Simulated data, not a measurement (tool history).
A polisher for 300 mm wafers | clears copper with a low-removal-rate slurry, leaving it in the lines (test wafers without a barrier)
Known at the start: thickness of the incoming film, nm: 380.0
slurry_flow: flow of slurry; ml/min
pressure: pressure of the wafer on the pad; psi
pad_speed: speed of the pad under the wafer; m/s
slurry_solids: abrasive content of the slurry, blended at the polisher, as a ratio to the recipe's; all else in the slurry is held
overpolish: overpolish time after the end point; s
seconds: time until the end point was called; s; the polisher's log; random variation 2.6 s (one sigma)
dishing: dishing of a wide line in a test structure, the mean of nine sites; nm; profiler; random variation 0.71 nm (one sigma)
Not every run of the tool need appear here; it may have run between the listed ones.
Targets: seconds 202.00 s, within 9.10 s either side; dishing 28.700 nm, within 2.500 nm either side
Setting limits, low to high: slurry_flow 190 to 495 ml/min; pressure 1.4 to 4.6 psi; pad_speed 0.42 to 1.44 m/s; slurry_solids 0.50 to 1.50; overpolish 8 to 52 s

{"run": 1, "hour": 0.0, "slurry_flow": 320, "pressure": 3.0, "pad_speed": 0.92, "slurry_solids": 1.0, "overpolish": 26, "seconds": 136.45, "dishing": 50.347}
{"run": 2, "hour": 4.4, "slurry_flow": 320, "pressure": 3.0, "pad_speed": 0.92, "slurry_solids": 1.2, "overpolish": 26, "seconds": 133.09, "dishing": 51.252}
{"run": 3, "hour": 8.1, "slurry_flow": 320, "pressure": 3.0, "pad_speed": 1.02, "slurry_solids": 1.2, "overpolish": 26, "seconds": 123.94, "dishing": 55.063}
{"run": 4, "hour": 9.7, "slurry_flow": 320, "pressure": 2.9, "pad_speed": 1.02, "slurry_solids": 1.2, "overpolish": 25, "seconds": 127.3, "dishing": 50.453}
{"run": 5, "hour": 11.0, "slurry_flow": 320, "pressure": 2.9, "pad_speed": 1.02, "slurry_solids": 1.2, "overpolish": 18, "seconds": 127.3, "dishing": 39.29}
{"run": 6, "hour": 18.9, "slurry_flow": 320, "pressure": 2.8, "pad_speed": 1.02, "slurry_solids": 1.2, "overpolish": 18, "seconds": 133.19, "dishing": 37.932}
{"run": 7, "hour": 24.2, "slurry_flow": 320, "pressure": 2.7, "pad_speed": 1.02, "slurry_solids": 1.2, "overpolish": 18, "seconds": 136.9, "dishing": 36.529}
{"run": 8, "hour": 26.3, "slurry_flow": 320, "pressure": 2.6, "pad_speed": 1.02, "slurry_solids": 1.2, "overpolish": 18, "seconds": 137.35, "dishing": 35.073}
{"run": 9, "hour": 30.4, "slurry_flow": 320, "pressure": 2.5, "pad_speed": 1.0, "slurry_solids": 1.2, "overpolish": 19, "seconds": 146.35, "dishing": 35.987}
{"run": 10, "hour": 38.9, "slurry_flow": 320, "pressure": 2.4, "pad_speed": 1.0, "slurry_solids": 1.2, "overpolish": 19, "seconds": 151.33, "dishing": 33.899}
{"run": 11, "hour": 44.5, "slurry_flow": 320, "pressure": 2.3, "pad_speed": 1.0, "slurry_solids": 1.2, "overpolish": 19, "seconds": 161.21, "dishing": 32.437}
{"run": 12, "hour": 48.6, "slurry_flow": 320, "pressure": 2.2, "pad_speed": 1.0, "slurry_solids": 1.2, "overpolish": 19, "seconds": 171.66, "dishing": 32.085}
{"run": 13, "hour": 57.1, "slurry_flow": 320, "pressure": 2.0, "pad_speed": 1.0, "slurry_solids": 1.2, "overpolish": 19, "seconds": 183.82, "dishing": 29.521}

Of the 4 settings listed for the next run, only one would bring every result within its allowed miss of target. Which one?
{"run": "A", "hour": 65.6, "slurry_flow": 335, "pressure": 2.5, "pad_speed": 0.92, "slurry_solids": 1.2, "overpolish": 15, "seconds": "?", "dishing": "?"}
{"run": "B", "hour": 65.6, "slurry_flow": 235, "pressure": 2.0, "pad_speed": 1.24, "slurry_solids": 1.35, "overpolish": 15, "seconds": "?", "dishing": "?"}
{"run": "C", "hour": 65.6, "slurry_flow": 325, "pressure": 1.9, "pad_speed": 0.96, "slurry_solids": 1.2, "overpolish": 20, "seconds": "?", "dishing": "?"}
{"run": "D", "hour": 65.6, "slurry_flow": 290, "pressure": 2.1, "pad_speed": 1.18, "slurry_solids": 1.05, "overpolish": 15, "seconds": "?", "dishing": "?"}

move=A seconds=156.75 dishing=26.561
move=B seconds=154.85 dishing=26.623
move=C seconds=197.83 dishing=27.545
move=D seconds=156.99 dishing=26.364
A: lands further from the targets than the last run did
B: lands further from the targets than the last run did
C: all results land within tolerance of their targets
D: lands further from the targets than the last run did
C is the move that brings every result within its allowed miss.
